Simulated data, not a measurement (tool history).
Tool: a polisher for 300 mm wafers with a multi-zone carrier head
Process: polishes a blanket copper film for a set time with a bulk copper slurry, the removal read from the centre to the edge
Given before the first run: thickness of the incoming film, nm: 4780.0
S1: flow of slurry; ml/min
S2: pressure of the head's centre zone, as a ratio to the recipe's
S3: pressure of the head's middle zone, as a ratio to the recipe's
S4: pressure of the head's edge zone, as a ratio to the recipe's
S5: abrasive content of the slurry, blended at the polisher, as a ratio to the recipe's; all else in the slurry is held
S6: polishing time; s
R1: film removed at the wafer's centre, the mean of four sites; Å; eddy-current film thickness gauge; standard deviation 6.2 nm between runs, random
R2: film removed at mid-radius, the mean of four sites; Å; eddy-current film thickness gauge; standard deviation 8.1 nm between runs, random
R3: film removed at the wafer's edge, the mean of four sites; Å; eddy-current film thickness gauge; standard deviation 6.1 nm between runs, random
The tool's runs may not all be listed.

run 1 hour=0.0 | S1=210 S2=1.00 S3=1.00 S4=1.00 S5=1.00 S6=75 | R1=4255.9 R2=4249.4 R3=4432.3
run 2 hour=6.0 | S1=215 S2=1.00 S3=1.03 S4=1.03 S5=1.10 S6=78 | R1=4596.5 R2=4674.7 R3=4744.0
run 3 hour=9.7 | S1=220 S2=0.98 S3=1.04 S4=1.05 S5=1.20 S6=81 | R1=4821.9 R2=4973.2 R3=5062.3
run 4 hour=18.3 | S1=225 S2=0.97 S3=1.06 S4=1.07 S5=1.25 S6=83 | R1=4907.1 R2=5270.5 R3=5276.5
run 5 hour=19.0 | S1=230 S2=0.97 S3=1.07 S4=1.09 S5=1.30 S6=85 | R1=4979.2 R2=5521.6 R3=5460.0
run 6 hour=23.4 | S1=185 S2=0.97 S3=1.07 S4=1.09 S5=1.30 S6=85 | R1=4854.1 R2=5256.7 R3=5297.8

Run 7 has not been measured yet. What should we expect?
-- hour=27.0 worn pad replaced by a new one
run 7 hour=27.0 | S1=245 S2=1.01 S3=1.15 S4=1.19 S5=1.50 S6=87 | R1=? R2=? R3=?

R1: 6011.4 Å
R2: 6557.1 Å
R3: 6641.7 Å

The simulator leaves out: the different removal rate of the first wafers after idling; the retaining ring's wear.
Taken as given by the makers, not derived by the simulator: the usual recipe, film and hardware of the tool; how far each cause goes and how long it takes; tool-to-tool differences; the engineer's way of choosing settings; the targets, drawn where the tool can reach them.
